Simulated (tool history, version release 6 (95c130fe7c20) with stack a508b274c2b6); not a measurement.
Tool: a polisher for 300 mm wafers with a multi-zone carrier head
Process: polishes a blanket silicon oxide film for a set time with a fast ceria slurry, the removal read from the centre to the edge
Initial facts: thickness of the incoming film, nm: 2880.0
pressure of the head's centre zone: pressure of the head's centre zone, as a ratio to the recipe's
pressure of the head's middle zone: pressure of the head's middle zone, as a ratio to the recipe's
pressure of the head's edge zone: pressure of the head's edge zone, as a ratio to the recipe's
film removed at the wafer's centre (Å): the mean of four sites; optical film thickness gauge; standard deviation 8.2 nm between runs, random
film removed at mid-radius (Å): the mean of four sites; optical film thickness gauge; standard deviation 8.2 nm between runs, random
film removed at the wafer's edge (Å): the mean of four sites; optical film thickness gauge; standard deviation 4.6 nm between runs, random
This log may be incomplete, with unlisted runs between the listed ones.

run,hour,flow of slurry (ml/min),pressure of the head's centre zone,pressure of the head's middle zone,pressure of the head's edge zone,polishing time (s),film removed at the wafer's centre (Å),film removed at mid-radius (Å),film removed at the wafer's edge (Å)
1,0.0,265,1.00,1.00,1.00,40,9942.0,10710.0,10297.0
2,6.5,265,1.00,0.95,1.00,40,9802.5,10058.0,10149.0
3,12.0,230,1.00,0.95,1.00,40,9717.5,10062.0,10004.0
4,19.8,220,0.99,0.97,0.98,37,8948.3,9271.8,9175.8
5,27.9,220,1.05,0.97,0.98,37,9263.4,9269.5,9310.4
6,32.9,220,1.05,0.97,1.02,37,9130.8,9347.4,9338.2
7,35.4,215,1.03,1.00,1.00,34,8457.8,8857.8,8514.6
8,36.4,210,0.93,1.10,0.90,23,5194.6,6340.0,5431.1
9,39.4,220,0.93,1.11,0.91,23,5103.4,6447.4,5463.9

Expected results for the next run?
10,47.2,225,0.94,1.12,0.91,23,?,?,?

film removed at the wafer's centre (Å): 5124.9
film removed at mid-radius (Å): 6391.5
film removed at the wafer's edge (Å): 5517.9
